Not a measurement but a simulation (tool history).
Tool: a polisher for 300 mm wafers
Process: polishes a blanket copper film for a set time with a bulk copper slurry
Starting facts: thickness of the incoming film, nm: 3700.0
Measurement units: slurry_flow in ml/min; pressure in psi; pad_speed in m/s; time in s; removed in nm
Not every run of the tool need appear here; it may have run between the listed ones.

| run | hour | slurry_flow | pressure | pad_speed | slurry_solids | time | removed |
|---|---|---|---|---|---|---|---|
| 1 | 0.0 | 275 | 2.8 | 0.90 | 1.0 | 27 | 213.46 |
| 2 | 2.1 | 275 | 2.8 | 0.90 | 1.0 | 27 | 211.11 |
| 3 | 6.7 | 275 | 2.8 | 0.90 | 1.0 | 27 | 212.72 |
| 4 | 12.7 | 235 | 2.8 | 0.90 | 1.0 | 27 | 204.41 |
|  | 14.3 | worn pad replaced by a new one |
| 5 | 14.3 | 225 | 2.5 | 0.86 | 1.0 | 27 | 199.28 |
| 6 | 22.3 | 265 | 2.2 | 0.76 | 0.9 | 26 | 149.53 |

Forecast run 7:
| 7 | 26.1 | 265 | 2.0 | 0.70 | 0.9 | 26 | ? |

removed: 126.89 nm

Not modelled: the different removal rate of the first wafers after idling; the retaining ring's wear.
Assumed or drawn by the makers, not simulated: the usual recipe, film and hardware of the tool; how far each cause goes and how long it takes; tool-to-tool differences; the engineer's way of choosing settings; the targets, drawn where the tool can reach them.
